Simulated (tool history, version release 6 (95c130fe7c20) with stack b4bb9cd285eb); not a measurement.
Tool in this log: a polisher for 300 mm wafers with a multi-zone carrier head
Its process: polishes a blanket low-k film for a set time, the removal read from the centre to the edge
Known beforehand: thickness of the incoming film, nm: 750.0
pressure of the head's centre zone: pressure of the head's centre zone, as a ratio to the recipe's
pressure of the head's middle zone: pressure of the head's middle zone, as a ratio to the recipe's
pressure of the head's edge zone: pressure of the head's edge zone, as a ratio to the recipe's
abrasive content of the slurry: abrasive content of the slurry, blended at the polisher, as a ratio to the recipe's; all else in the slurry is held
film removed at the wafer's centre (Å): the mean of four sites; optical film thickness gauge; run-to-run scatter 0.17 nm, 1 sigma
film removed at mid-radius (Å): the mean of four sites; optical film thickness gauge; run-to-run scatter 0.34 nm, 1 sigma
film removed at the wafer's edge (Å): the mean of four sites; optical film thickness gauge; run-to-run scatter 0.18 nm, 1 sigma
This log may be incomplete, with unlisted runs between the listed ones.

run	day	flow of slurry (ml/min)	pressure of the head's centre zone	pressure of the head's middle zone	pressure of the head's edge zone	abrasive content of the slurry	polishing time (s)	film removed at the wafer's centre (Å)	film removed at mid-radius (Å)	film removed at the wafer's edge (Å)
1	0	170	1	1	1	1	83	386.87	384.51	383.49
2	0.112	165	0.98	0.96	0.96	0.85	82	334.52	335.3	338.96
3	0.2	165	0.98	0.96	0.96	0.85	70	284.81	290.27	292.41
4	0.521	165	0.98	0.96	0.96	0.7	70	248.81	244.16	246.11
5	0.717	165	0.94	0.96	0.96	0.7	70	236.72	241.78	252.33
6	1.038	165	0.94	0.96	0.96	0.7	50	171.9	171.46	177.2
7	1.2	160	0.97	0.96	0.99	0.85	50	203.98	199.6	207.68
8	1.525	155	0.99	0.96	1.01	0.95	50	220.93	216.32	221.71

What will run 9 give?
9	1.808	170	1	0.95	1.03	1	50	?	?	?

Run 9 measured film removed at the wafer's centre (Å) 233.52, film removed at mid-radius (Å) 224.61, film removed at the wafer's edge (Å) 234.44.
